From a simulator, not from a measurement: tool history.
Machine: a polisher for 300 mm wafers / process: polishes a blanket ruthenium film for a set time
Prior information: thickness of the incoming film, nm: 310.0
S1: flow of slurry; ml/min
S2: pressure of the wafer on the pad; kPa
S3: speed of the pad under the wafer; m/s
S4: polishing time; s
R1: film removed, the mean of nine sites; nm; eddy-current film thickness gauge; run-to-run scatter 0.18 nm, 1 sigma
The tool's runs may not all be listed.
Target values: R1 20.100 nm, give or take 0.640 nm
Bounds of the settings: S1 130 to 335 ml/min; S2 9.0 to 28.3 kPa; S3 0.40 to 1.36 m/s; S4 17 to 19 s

run	hour	S1	S2	S3	S4	R1
1	0.0	215	18.6	0.88	19	25.632
2	3.5	215	18.6	1.02	19	29.352
3	12.3	245	18.6	1.02	19	29.839
4	19.3	245	20.7	1.02	19	33.183
5	23.6	245	17.9	1.02	19	28.237
6	28.8	245	17.9	1.02	19	28.667
7	30.9	245	15.9	1.02	19	25.164
8	33.3	245	14.5	1.02	19	23.254
9	38.5	245	13.8	1.02	19	22.196
10	42.9	245	13.1	1.02	19	21.092

Which single option among these 4 for the next run brings every result within its allowed miss of target? Just one does.
A	47.3	235	14.5	0.92	17	?
B	47.3	235	11.0	1.04	19	?
C	47.3	195	11.7	1.04	19	?
D	47.3	270	17.2	0.72	19	?

move	R1
A	18.892
B	18.342
C	18.943
D	20.021
A: takes the biggest miss from the last run beyond its target
B: takes the biggest miss from the last run beyond its target
C: takes the biggest miss from the last run beyond its target
D: all results land within tolerance of their targets
Go with D: it meets all targets.
